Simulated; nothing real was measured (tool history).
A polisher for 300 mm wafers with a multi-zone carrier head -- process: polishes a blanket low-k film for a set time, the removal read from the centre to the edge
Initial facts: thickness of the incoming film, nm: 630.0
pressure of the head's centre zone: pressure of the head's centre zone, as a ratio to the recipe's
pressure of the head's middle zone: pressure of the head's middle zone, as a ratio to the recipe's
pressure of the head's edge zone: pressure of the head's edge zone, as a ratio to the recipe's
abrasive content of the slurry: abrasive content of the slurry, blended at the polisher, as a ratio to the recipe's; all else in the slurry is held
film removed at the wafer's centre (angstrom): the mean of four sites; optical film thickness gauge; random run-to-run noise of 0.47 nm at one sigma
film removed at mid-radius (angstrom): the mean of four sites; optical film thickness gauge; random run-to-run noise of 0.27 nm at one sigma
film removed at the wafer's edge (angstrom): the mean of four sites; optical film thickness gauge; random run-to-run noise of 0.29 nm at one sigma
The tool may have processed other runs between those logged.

run  hour  flow of slurry (ml/min)  pressure of the head's centre zone  pressure of the head's middle zone  pressure of the head's edge zone  abrasive content of the slurry  polishing time (s)  film removed at the wafer's centre (angstrom)  film removed at mid-radius (angstrom)  film removed at the wafer's edge (angstrom)
  1   0.0                      175                                1.00                                1.00                              1.00                            1.00                  49                                         257.63                                 254.72                                       257.61
  2   2.4                      175                                1.00                                0.96                              1.00                            1.00                  49                                         261.05                                 248.02                                       253.51
  3   8.8                      185                                1.03                                0.99                              0.99                            1.00                  49                                         264.65                                 253.14                                       255.19
  4   9.7                      190                                1.06                                1.01                              0.98                            1.05                  49                                         286.79                                 264.23                                       261.46
  5  14.9                      190                                1.06                                0.94                              0.98                            1.05                  49                                         276.64                                 247.54                                       259.72
  6  20.1                      195                                1.08                                0.98                              0.98                            1.05                  49                                         292.97                                 259.59                                       261.00

The next listed run, before its measurement:
  7  22.7                      200                                1.08                                1.00                              0.99                            1.05                  49                                              ?                                      ?                                            ?

Run 7 measured film removed at the wafer's centre (angstrom) 284.74, film removed at mid-radius (angstrom) 262.67, film removed at the wafer's edge (angstrom) 263.89.

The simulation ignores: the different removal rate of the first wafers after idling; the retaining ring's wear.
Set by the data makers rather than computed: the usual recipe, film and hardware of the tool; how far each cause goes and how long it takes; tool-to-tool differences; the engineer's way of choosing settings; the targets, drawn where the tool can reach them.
